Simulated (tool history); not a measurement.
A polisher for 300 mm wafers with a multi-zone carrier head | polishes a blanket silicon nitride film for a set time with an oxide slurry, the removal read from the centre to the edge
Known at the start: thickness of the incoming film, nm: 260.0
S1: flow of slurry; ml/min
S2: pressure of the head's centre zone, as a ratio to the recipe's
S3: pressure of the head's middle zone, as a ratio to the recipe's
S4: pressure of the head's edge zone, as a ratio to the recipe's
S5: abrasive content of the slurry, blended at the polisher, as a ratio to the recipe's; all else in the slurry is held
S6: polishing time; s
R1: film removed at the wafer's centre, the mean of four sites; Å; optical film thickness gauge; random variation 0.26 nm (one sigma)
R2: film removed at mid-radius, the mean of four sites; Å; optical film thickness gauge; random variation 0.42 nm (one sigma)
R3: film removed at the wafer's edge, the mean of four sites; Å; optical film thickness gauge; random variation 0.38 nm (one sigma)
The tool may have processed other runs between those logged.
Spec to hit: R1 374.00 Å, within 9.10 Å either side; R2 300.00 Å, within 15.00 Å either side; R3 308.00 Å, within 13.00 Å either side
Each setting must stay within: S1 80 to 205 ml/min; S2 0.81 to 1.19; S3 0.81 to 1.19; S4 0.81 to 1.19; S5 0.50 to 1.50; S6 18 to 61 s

Run 1, hour 0.0: S1 135 ml/min, S2 1.00, S3 1.00, S4 1.00, S5 1.00, S6 39 s. Result: R1 327.23 Å, R2 327.13 Å, R3 319.02 Å.
Run 2, hour 6.1: S1 145 ml/min, S2 1.03, S3 0.96, S4 0.98, S5 0.95, S6 39 s. Result: R1 341.36 Å, R2 321.36 Å, R3 312.05 Å.
Run 3, hour 12.5: S1 145 ml/min, S2 1.03, S3 0.96, S4 0.93, S5 0.95, S6 39 s. Result: R1 334.76 Å, R2 320.81 Å, R3 298.73 Å.
Run 4, hour 21.1: S1 155 ml/min, S2 1.05, S3 0.92, S4 0.94, S5 0.95, S6 39 s. Result: R1 350.14 Å, R2 308.80 Å, R3 298.51 Å.
Run 5, hour 29.1: S1 155 ml/min, S2 1.05, S3 0.92, S4 0.89, S5 0.95, S6 39 s. Result: R1 349.73 Å, R2 302.42 Å, R3 300.67 Å.
Run 6, hour 33.5: S1 155 ml/min, S2 1.05, S3 0.92, S4 0.89, S5 0.95, S6 45 s. Result: R1 401.99 Å, R2 349.97 Å, R3 340.07 Å.
Run 7, hour 37.9: S1 145 ml/min, S2 1.06, S3 0.90, S4 0.87, S5 0.95, S6 45 s. Result: R1 404.11 Å, R2 348.77 Å, R3 340.57 Å.
Run 8, hour 38.5: S1 145 ml/min, S2 1.06, S3 0.87, S4 0.86, S5 0.90, S6 45 s. Result: R1 387.43 Å, R2 324.00 Å, R3 322.59 Å.

5 candidate next runs follow, results not yet known. Just one meets every target within its allowed miss. Identify it.
Run A, hour 39.1: S1 140 ml/min, S2 1.07, S3 0.92, S4 0.82, S5 1.00, S6 41 s. Result: R1 ?, R2 ?, R3 ?.
Run B, hour 39.1: S1 145 ml/min, S2 1.13, S3 0.90, S4 0.96, S5 0.95, S6 39 s. Result: R1 ?, R2 ?, R3 ?.
Run C, hour 39.1: S1 140 ml/min, S2 1.07, S3 0.94, S4 0.81, S5 0.85, S6 45 s. Result: R1 ?, R2 ?, R3 ?.
Run D, hour 39.1: S1 140 ml/min, S2 1.07, S3 1.02, S4 0.92, S5 1.10, S6 41 s. Result: R1 ?, R2 ?, R3 ?.
Run E, hour 39.1: S1 130 ml/min, S2 1.03, S3 0.81, S4 0.90, S5 1.00, S6 43 s. Result: R1 ?, R2 ?, R3 ?.

move      R1      R2      R3
   A  376.37  327.41  301.70
   B  371.03  299.56  301.65
   C  376.84  333.71  300.34
   D  395.41  374.80  333.17
   E  372.22  303.95  326.39
A: moves away from the targets compared with the last run
B: all results land within tolerance of their targets
C: moves away from the targets compared with the last run
D: moves away from the targets compared with the last run
E: meets the target for the result that was furthest off, but another lies outside its allowed miss
B is the move that brings every result within its allowed miss.

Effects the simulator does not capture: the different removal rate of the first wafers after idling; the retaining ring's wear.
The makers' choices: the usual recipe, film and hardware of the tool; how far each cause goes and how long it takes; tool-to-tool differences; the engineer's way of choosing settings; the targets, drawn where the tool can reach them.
